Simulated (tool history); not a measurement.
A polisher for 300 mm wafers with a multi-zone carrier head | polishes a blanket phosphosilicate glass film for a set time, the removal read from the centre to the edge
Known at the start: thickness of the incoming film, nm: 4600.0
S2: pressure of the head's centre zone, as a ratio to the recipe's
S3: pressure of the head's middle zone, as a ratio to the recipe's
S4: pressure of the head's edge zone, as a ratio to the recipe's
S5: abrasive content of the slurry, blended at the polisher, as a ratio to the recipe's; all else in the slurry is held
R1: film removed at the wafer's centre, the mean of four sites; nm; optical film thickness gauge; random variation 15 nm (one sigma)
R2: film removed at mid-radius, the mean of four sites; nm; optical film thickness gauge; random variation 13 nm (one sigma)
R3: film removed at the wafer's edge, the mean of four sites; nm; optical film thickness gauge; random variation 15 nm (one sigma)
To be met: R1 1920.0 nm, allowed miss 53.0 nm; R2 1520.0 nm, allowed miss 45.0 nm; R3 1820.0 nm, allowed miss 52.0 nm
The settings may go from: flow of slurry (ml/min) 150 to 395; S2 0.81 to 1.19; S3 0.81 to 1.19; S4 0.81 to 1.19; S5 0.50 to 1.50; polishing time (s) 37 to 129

run 1 hour=0.0 | flow_of_slurry_(ml/min)=250 S2=1.00 S3=1.00 S4=1.00 S5=1.00 polishing_time_(s)=83 | R1=1004.3 R2=1113.0 R3=1117.8
run 2 hour=5.3 | flow_of_slurry_(ml/min)=270 S2=1.05 S3=0.97 S4=1.03 S5=1.10 polishing_time_(s)=86 | R1=1177.2 R2=1215.3 R3=1281.8
run 3 hour=10.9 | flow_of_slurry_(ml/min)=290 S2=1.08 S3=0.93 S4=1.02 S5=1.20 polishing_time_(s)=88 | R1=1310.5 R2=1255.8 R3=1370.9
run 4 hour=14.4 | flow_of_slurry_(ml/min)=305 S2=1.11 S3=0.91 S4=1.03 S5=1.25 polishing_time_(s)=90 | R1=1401.1 R2=1294.1 R3=1440.5
run 5 hour=21.3 | flow_of_slurry_(ml/min)=305 S2=1.11 S3=0.87 S4=1.03 S5=1.25 polishing_time_(s)=90 | R1=1425.7 R2=1251.5 R3=1437.8
run 6 hour=28.1 | flow_of_slurry_(ml/min)=305 S2=1.11 S3=0.82 S4=1.03 S5=1.25 polishing_time_(s)=90 | R1=1383.4 R2=1204.3 R3=1433.4
run 7 hour=31.4 | flow_of_slurry_(ml/min)=320 S2=1.13 S3=0.83 S4=1.04 S5=1.30 polishing_time_(s)=92 | R1=1499.2 R2=1255.3 R3=1504.2
run 8 hour=39.7 | flow_of_slurry_(ml/min)=325 S2=1.14 S3=0.84 S4=1.05 S5=1.35 polishing_time_(s)=93 | R1=1544.0 R2=1297.1 R3=1565.1

Which of these 4 next moves meets every target?
run A hour=48.0 | flow_of_slurry_(ml/min)=290 S2=1.09 S3=1.06 S4=0.93 S5=1.25 polishing_time_(s)=86 | R1=? R2=? R3=?
run B hour=48.0 | flow_of_slurry_(ml/min)=385 S2=1.17 S3=0.81 S4=0.98 S5=1.30 polishing_time_(s)=111 | R1=? R2=? R3=?
run C hour=48.0 | flow_of_slurry_(ml/min)=345 S2=1.16 S3=0.83 S4=0.98 S5=1.40 polishing_time_(s)=114 | R1=? R2=? R3=?
run D hour=48.0 | flow_of_slurry_(ml/min)=325 S2=0.83 S3=0.81 S4=1.13 S5=1.50 polishing_time_(s)=105 | R1=? R2=? R3=?

move=A R1=1305.4 R2=1402.3 R3=1310.7
move=B R1=1888.0 R2=1512.8 R3=1802.7
move=C R1=1972.0 R2=1626.4 R3=1903.2
move=D R1=1353.7 R2=1506.8 R3=1909.9
A: further off than the last run
B: meets every target
C: brings the result that was furthest off to its target, and leaves another outside
D: further off than the last run
Answer: B
